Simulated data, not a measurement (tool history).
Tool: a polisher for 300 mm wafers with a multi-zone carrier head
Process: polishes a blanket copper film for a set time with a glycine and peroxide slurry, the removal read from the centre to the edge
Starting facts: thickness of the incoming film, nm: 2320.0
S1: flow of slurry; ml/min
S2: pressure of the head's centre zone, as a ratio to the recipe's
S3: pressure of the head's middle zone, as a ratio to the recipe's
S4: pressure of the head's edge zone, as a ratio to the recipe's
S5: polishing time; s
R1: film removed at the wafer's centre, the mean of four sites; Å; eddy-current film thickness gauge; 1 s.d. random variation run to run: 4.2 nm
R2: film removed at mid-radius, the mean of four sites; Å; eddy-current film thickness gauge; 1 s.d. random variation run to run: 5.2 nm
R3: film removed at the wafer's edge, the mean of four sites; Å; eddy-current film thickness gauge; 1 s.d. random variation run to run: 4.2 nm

run 1 day=0 | S1=155 S2=1 S3=1 S4=1 S5=82 | R1=4440.9 R2=4399 R3=4337.8
run 2 day=0.121 | S1=160 S2=0.99 S3=0.99 S4=1.02 S5=83 | R1=4469.1 R2=4533.1 R3=4414
run 3 day=0.15 | S1=155 S2=0.98 S3=0.97 S4=1.04 S5=84 | R1=4451.9 R2=4410.1 R3=4508.4
run 4 day=0.25 | S1=155 S2=0.97 S3=0.96 S4=1.06 S5=85 | R1=4496.5 R2=4504.9 R3=4666.3
run 5 day=0.5 | S1=130 S2=0.97 S3=0.96 S4=1.06 S5=85 | R1=4258.3 R2=4182.2 R3=4473.4
run 6 day=0.804 | S1=130 S2=0.97 S3=0.89 S4=1.06 S5=85 | R1=4296.5 R2=4111.3 R3=4466.4

Predict the results of run 7:
run 7 day=0.975 | S1=130 S2=0.97 S3=0.89 S4=1.06 S5=85 | R1=? R2=? R3=?

{"run 7": {"R1": 4247.3, "R2": 4028.7, "R3": 4407.2}}
